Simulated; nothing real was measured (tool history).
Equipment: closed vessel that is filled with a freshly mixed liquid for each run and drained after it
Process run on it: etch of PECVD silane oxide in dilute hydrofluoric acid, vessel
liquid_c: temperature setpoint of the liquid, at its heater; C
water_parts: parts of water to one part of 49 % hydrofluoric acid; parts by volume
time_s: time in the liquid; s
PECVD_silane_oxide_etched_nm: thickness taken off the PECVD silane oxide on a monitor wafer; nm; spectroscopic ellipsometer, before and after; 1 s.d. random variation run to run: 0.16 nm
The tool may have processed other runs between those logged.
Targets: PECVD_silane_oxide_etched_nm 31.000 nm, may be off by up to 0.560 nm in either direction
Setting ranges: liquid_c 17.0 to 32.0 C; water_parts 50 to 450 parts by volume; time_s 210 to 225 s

run	hour	liquid_c	water_parts	time_s	PECVD_silane_oxide_etched_nm
1	0.0	24.0	250	210	16.834
2	3.1	26.0	235	210	19.385
3	7.2	26.0	235	210	19.235
4	14.3	26.0	310	210	13.569
5	17.7	27.5	280	210	16.270
6	19.5	28.5	255	210	19.002
7	28.2	29.5	235	210	21.798
8	35.8	30.0	220	210	24.114
9	44.1	32.0	180	210	33.223
10	50.2	31.5	180	210	32.510
11	53.7	31.0	180	210	32.223
12	59.2	31.0	180	210	31.927

Which single option among these 4 for the next run brings every result within its allowed miss of target? Just one does.
A	64.7	31.5	190	225	?
B	64.7	29.0	170	210	?
C	64.7	32.0	180	215	?
D	64.7	29.5	180	215	?

move	PECVD_silane_oxide_etched_nm
A	32.728
B	32.081
C	34.021
D	31.185
A: further off than the last run
B: further off than the last run
C: further off than the last run
D: meets every target
Go with D: it meets all targets.
